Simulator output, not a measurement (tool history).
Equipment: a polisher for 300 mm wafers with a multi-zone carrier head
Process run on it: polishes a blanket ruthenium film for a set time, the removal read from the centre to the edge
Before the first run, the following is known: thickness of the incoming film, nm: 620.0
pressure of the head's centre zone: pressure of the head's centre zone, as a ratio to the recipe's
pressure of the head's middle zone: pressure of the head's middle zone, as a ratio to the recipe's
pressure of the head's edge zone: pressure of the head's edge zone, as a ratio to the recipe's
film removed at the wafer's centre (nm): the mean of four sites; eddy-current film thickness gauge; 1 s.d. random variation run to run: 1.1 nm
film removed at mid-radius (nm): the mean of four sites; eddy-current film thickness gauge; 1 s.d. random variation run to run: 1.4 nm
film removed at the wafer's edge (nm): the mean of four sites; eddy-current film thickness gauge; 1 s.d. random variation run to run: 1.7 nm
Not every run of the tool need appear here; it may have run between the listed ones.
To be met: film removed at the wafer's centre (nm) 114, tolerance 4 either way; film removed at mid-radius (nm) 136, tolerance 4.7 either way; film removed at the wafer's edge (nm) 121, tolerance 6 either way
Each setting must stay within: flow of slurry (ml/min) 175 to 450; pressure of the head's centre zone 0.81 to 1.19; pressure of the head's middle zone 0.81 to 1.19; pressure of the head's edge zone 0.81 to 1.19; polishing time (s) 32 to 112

| run | hour | flow of slurry (ml/min) | pressure of the head's centre zone | pressure of the head's middle zone | pressure of the head's edge zone | polishing time (s) | film removed at the wafer's centre (nm) | film removed at mid-radius (nm) | film removed at the wafer's edge (nm) |
|---|---|---|---|---|---|---|---|---|---|
| 1 | 0 | 290 | 1 | 1 | 1 | 72 | 96.455 | 103.97 | 101.66 |
| 2 | 5.2 | 290 | 1 | 1.06 | 1 | 72 | 99.729 | 106.84 | 102.97 |
| 3 | 10.8 | 300 | 0.98 | 1.09 | 0.99 | 75 | 100.53 | 115.73 | 105.8 |
| 4 | 16.3 | 255 | 0.98 | 1.09 | 0.99 | 75 | 98.971 | 113.13 | 106.05 |
| 5 | 19.7 | 265 | 0.98 | 1.11 | 1 | 77 | 103.5 | 119.86 | 110.84 |
| 6 | 24 | 270 | 0.98 | 1.13 | 1.01 | 78 | 102.58 | 123.26 | 107.63 |
| 7 | 27.7 | 270 | 0.98 | 1.12 | 1.01 | 80 | 107.49 | 123.93 | 116.17 |
| 8 | 32.2 | 275 | 0.98 | 1.14 | 1.01 | 81 | 108.08 | 128.34 | 113.27 |
| 9 | 36.6 | 270 | 0.98 | 1.14 | 1.01 | 82 | 109.92 | 132.12 | 114.18 |
| 10 | 43.3 | 265 | 0.98 | 1.14 | 1.01 | 83 | 110.42 | 131.26 | 117.26 |

Consider the 5 candidate settings below. Which is the only one whose results all fall within their allowed miss of target?
| A | 50 | 230 | 0.97 | 1 | 1.03 | 89 | ? | ? | ? |
| B | 50 | 310 | 1.01 | 1.19 | 1 | 78 | ? | ? | ? |
| C | 50 | 350 | 0.97 | 1.14 | 1.02 | 84 | ? | ? | ? |
| D | 50 | 225 | 0.98 | 1.1 | 0.98 | 84 | ? | ? | ? |
| E | 50 | 175 | 0.9 | 1.07 | 1.01 | 93 | ? | ? | ? |

| move | film removed at the wafer's centre (nm) | film removed at mid-radius (nm) | film removed at the wafer's edge (nm) |
|---|---|---|---|
| A | 114.29 | 124.57 | 125 |
| B | 108.79 | 131.36 | 110.72 |
| C | 113.88 | 137.92 | 121.53 |
| D | 108.68 | 127.09 | 114.74 |
| E | 105.06 | 131.55 | 124.84 |
A: its largest miss is bigger than the last run's
B: meets the target for the result that was furthest off, but another lies outside its allowed miss
C: hits every target within its allowed miss
D: its largest miss is bigger than the last run's
E: meets the target for the result that was furthest off, but another lies outside its allowed miss
So the answer is move C, the one that meets all the targets.

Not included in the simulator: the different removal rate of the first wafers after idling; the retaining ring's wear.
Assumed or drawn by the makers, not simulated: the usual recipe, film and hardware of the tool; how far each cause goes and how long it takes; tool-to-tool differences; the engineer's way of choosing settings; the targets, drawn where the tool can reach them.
